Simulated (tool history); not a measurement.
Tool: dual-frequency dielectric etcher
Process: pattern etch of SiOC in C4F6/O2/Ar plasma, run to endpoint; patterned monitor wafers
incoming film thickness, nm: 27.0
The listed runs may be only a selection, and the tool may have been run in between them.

run  hour  bias power (W)  source power (W)  endpoint time (s)
  1   0.0             530               310             10.802
  2   8.1             530               250             11.917
  3  10.8             530               220             12.554
  4  16.6             530               190             13.653
  5  22.2             455               190             14.509
  6  26.1             421               190             14.879
  7  32.5             485               220             13.075

Run 8 comes next. What will it give?
  8  36.1             533               240                  ?

For run 8 the tool returned endpoint time (s) 12.060.

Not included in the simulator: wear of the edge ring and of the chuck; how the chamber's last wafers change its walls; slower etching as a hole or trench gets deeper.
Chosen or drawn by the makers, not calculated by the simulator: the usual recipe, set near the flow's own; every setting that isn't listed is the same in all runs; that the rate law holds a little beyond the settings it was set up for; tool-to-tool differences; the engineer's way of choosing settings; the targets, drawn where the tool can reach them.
